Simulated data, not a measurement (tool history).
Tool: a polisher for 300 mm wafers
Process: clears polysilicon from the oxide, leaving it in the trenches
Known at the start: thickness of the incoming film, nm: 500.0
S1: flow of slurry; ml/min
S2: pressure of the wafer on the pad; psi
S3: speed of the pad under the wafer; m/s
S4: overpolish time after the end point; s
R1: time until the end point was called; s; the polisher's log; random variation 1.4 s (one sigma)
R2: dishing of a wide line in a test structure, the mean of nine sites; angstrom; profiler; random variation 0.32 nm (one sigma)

run	hour	S1	S2	S3	S4	R1	R2
1	0.0	290	2.9	0.76	18	51.934	490.21
2	8.0	360	2.9	0.76	18	50.077	478.92
3	11.9	360	2.9	0.76	11	51.230	439.12
4	14.8	360	2.9	0.94	11	44.173	459.96
5	17.5	380	2.8	0.82	10	49.570	435.22
6	25.9	410	2.8	0.82	10	49.270	423.16
7	30.0	450	2.0	0.72	5	68.046	250.84

Forecast run 8:
8	38.3	450	1.9	0.72	5	?	?

Run 8 gave R1 68.304 s, R2 247.94 angstrom.

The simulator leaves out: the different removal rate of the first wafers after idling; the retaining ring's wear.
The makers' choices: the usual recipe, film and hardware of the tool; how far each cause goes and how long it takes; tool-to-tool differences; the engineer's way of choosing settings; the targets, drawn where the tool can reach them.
